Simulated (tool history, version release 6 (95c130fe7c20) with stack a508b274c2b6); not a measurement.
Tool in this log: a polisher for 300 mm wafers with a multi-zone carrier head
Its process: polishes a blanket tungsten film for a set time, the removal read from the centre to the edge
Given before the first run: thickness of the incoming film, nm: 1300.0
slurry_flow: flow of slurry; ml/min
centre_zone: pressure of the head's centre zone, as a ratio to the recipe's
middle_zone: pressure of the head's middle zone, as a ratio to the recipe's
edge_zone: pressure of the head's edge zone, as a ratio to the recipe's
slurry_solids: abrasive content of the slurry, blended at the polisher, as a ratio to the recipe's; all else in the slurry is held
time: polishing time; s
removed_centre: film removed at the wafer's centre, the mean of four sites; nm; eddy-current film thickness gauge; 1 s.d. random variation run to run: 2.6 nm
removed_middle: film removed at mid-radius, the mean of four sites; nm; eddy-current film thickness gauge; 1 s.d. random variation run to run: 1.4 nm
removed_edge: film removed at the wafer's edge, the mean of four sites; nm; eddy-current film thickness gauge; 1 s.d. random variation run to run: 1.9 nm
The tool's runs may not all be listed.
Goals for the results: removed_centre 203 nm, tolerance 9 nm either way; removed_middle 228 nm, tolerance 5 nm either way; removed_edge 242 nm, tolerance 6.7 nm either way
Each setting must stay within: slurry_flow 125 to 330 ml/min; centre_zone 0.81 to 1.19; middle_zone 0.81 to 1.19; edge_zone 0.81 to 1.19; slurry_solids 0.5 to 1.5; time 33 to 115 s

Run 1, hour 0: slurry_flow 210 ml/min, centre_zone 1, middle_zone 1, edge_zone 1, slurry_solids 1, time 73 s. Result: removed_centre 375.33 nm, removed_middle 384.17 nm, removed_edge 385.47 nm.
Run 2, hour 6.8: slurry_flow 230 ml/min, centre_zone 1, middle_zone 1, edge_zone 1, slurry_solids 1, time 73 s. Result: removed_centre 383.84 nm, removed_middle 391.82 nm, removed_edge 382.15 nm.
Run 3, hour 8.8: slurry_flow 230 ml/min, centre_zone 1, middle_zone 1, edge_zone 0.93, slurry_solids 1, time 73 s. Result: removed_centre 387.99 nm, removed_middle 393.67 nm, removed_edge 370.67 nm.
Run 4, hour 14.6: slurry_flow 230 ml/min, centre_zone 1.07, middle_zone 1, edge_zone 0.93, slurry_solids 1, time 73 s. Result: removed_centre 405.79 nm, removed_middle 396.85 nm, removed_edge 365.14 nm.
Run 5, hour 23.5: slurry_flow 230 ml/min, centre_zone 1.07, middle_zone 1, edge_zone 0.93, slurry_solids 1.15, time 73 s. Result: removed_centre 416.1 nm, removed_middle 400.03 nm, removed_edge 377.55 nm.
Run 6, hour 30.2: slurry_flow 200 ml/min, centre_zone 1.07, middle_zone 1, edge_zone 0.93, slurry_solids 1.15, time 73 s. Result: removed_centre 406.11 nm, removed_middle 391.55 nm, removed_edge 377.99 nm.
Run 7, hour 34.1: slurry_flow 175 ml/min, centre_zone 0.97, middle_zone 0.9, edge_zone 0.87, slurry_solids 0.9, time 52 s. Result: removed_centre 251.89 nm, removed_middle 241.04 nm, removed_edge 245.94 nm.
Run 8, hour 39.5: slurry_flow 160 ml/min, centre_zone 0.92, middle_zone 0.9, edge_zone 0.88, slurry_solids 0.9, time 52 s. Result: removed_centre 232.61 nm, removed_middle 236.81 nm, removed_edge 242.02 nm.
Run 9, hour 44.4: slurry_flow 150 ml/min, centre_zone 0.89, middle_zone 0.9, edge_zone 0.9, slurry_solids 0.9, time 52 s. Result: removed_centre 216.56 nm, removed_middle 235.29 nm, removed_edge 238.34 nm.
Run 10, hour 52.3: slurry_flow 145 ml/min, centre_zone 0.88, middle_zone 0.89, edge_zone 0.92, slurry_solids 0.9, time 52 s. Result: removed_centre 216.8 nm, removed_middle 229.91 nm, removed_edge 241.5 nm.
Run 11, hour 59.3: slurry_flow 130 ml/min, centre_zone 0.81, middle_zone 0.9, edge_zone 0.93, slurry_solids 0.9, time 52 s. Result: removed_centre 190.14 nm, removed_middle 223.93 nm, removed_edge 239.22 nm.

Pick the move, out of 4, that brings all results within their allowed miss; only one does.
Run A, hour 66.3: slurry_flow 125 ml/min, centre_zone 0.86, middle_zone 0.91, edge_zone 0.95, slurry_solids 1.05, time 51 s. Result: removed_centre ?, removed_middle ?, removed_edge ?.
Run B, hour 66.3: slurry_flow 125 ml/min, centre_zone 0.81, middle_zone 0.89, edge_zone 1.01, slurry_solids 0.9, time 50 s. Result: removed_centre ?, removed_middle ?, removed_edge ?.
Run C, hour 66.3: slurry_flow 125 ml/min, centre_zone 0.83, middle_zone 0.86, edge_zone 0.97, slurry_solids 0.9, time 53 s. Result: removed_centre ?, removed_middle ?, removed_edge ?.
Run D, hour 66.3: slurry_flow 185 ml/min, centre_zone 0.82, middle_zone 0.93, edge_zone 1.05, slurry_solids 0.5, time 51 s. Result: removed_centre ?, removed_middle ?, removed_edge ?.

move  removed_centre  removed_middle  removed_edge
   A          199.59          229.46        241.92
   B          178.41          213.97        236.65
   C          193.79          220.47        246.12
   D          182.23          221.26        234.34
A: in spec on every target
B: misses by more than the last run did
C: misses by more than the last run did
D: misses by more than the last run did
The right move is A.
